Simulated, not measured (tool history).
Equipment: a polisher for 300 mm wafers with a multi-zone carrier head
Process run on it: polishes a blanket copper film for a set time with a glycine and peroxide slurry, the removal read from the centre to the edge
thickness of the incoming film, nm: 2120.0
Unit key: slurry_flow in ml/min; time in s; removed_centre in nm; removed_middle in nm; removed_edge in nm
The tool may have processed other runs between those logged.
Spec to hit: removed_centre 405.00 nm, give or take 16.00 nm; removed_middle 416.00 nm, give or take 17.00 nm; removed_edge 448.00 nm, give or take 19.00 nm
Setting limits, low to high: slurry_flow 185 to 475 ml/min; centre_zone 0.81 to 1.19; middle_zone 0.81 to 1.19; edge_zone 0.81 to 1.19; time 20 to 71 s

| run | hour | slurry_flow | centre_zone | middle_zone | edge_zone | time | removed_centre | removed_middle | removed_edge |
|---|---|---|---|---|---|---|---|---|---|
| 1 | 0.0 | 305 | 1.00 | 1.00 | 1.00 | 45 | 328.57 | 330.32 | 330.36 |
| 2 | 5.7 | 335 | 1.00 | 1.00 | 1.00 | 45 | 330.63 | 336.62 | 325.99 |
| 3 | 6.6 | 335 | 1.00 | 1.00 | 0.93 | 45 | 331.52 | 324.38 | 310.29 |
| 4 | 10.3 | 400 | 1.00 | 1.00 | 0.93 | 45 | 328.52 | 336.16 | 320.17 |
| 5 | 16.4 | 410 | 1.01 | 0.99 | 0.98 | 47 | 354.48 | 355.05 | 333.01 |
| 6 | 22.5 | 375 | 1.01 | 0.99 | 0.98 | 47 | 352.40 | 339.55 | 343.46 |
| 7 | 26.1 | 290 | 0.99 | 1.09 | 1.08 | 56 | 408.57 | 429.17 | 410.31 |
| 8 | 27.0 | 285 | 0.98 | 1.07 | 1.10 | 56 | 404.68 | 432.30 | 415.24 |
| 9 | 35.1 | 275 | 0.98 | 1.04 | 1.12 | 56 | 397.06 | 414.76 | 410.46 |
| 10 | 37.6 | 275 | 0.98 | 1.04 | 1.12 | 56 | 387.26 | 420.42 | 429.07 |
| 11 | 41.7 | 275 | 0.99 | 1.03 | 1.12 | 56 | 409.59 | 407.24 | 416.47 |

4 candidate next runs follow, results not yet known. Just one meets every target within its allowed miss. Identify it.
| A | 45.8 | 335 | 0.95 | 1.00 | 1.19 | 57 | ? | ? | ? |
| B | 45.8 | 260 | 1.09 | 1.09 | 1.07 | 53 | ? | ? | ? |
| C | 45.8 | 300 | 1.06 | 1.13 | 1.11 | 51 | ? | ? | ? |
| D | 45.8 | 290 | 1.17 | 1.12 | 1.05 | 52 | ? | ? | ? |

| move | removed_centre | removed_middle | removed_edge |
|---|---|---|---|
| A | 406.46 | 426.42 | 453.43 |
| B | 410.25 | 413.48 | 390.82 |
| C | 392.83 | 416.25 | 387.55 |
| D | 432.57 | 419.71 | 383.30 |
A: meets every target
B: its largest miss is bigger than the last run's
C: its largest miss is bigger than the last run's
D: its largest miss is bigger than the last run's
Answer: A
